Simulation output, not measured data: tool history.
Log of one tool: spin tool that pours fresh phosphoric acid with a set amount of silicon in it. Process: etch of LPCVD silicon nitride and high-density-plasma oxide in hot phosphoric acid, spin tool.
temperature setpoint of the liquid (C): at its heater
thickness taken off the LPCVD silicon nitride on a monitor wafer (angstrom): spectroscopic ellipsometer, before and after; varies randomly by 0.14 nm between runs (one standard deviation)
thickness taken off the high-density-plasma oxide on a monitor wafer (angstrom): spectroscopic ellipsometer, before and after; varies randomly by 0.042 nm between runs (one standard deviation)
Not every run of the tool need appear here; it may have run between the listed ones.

| run | hour | temperature setpoint of the liquid (C) | silicon dissolved in the acid as it is poured (mg a litre) | time under the liquid (s) | thickness taken off the LPCVD silicon nitride on a monitor wafer (angstrom) | thickness taken off the high-density-plasma oxide on a monitor wafer (angstrom) |
|---|---|---|---|---|---|---|
| 1 | 0 | 159 | 16.5 | 180 | 161.91 | 8.9 |
| 2 | 8.6 | 159 | 23 | 180 | 162.34 | 7.3395 |
| 3 | 15.7 | 157.5 | 23 | 180 | 155.16 | 5.7148 |
| 4 | 19.9 | 157.5 | 23 | 105 | 90.039 | 3.316 |
| 5 | 22.8 | 158.5 | 23 | 105 | 92.78 | 3.4617 |
| 6 | 24.9 | 158.5 | 30 | 105 | 93.951 | 2.771 |
| 7 | 28 | 158.5 | 30 | 105 | 92.953 | 2.6961 |
| 8 | 30.9 | 159 | 30.5 | 130 | 117.55 | 3.7558 |
| 9 | 32 | 160 | 32 | 145 | 134.14 | 3.5949 |
| 10 | 34.5 | 162.5 | 21.5 | 230 | 233.71 | 11.923 |
| 11 | 35.8 | 162.5 | 21.5 | 230 | 235.47 | 10.763 |

Forecast run 12:
| 12 | 39.6 | 162.5 | 22.5 | 230 | ? | ? |

Run 12 gave thickness taken off the LPCVD silicon nitride on a monitor wafer (angstrom) 232.14, thickness taken off the high-density-plasma oxide on a monitor wafer (angstrom) 11.3.

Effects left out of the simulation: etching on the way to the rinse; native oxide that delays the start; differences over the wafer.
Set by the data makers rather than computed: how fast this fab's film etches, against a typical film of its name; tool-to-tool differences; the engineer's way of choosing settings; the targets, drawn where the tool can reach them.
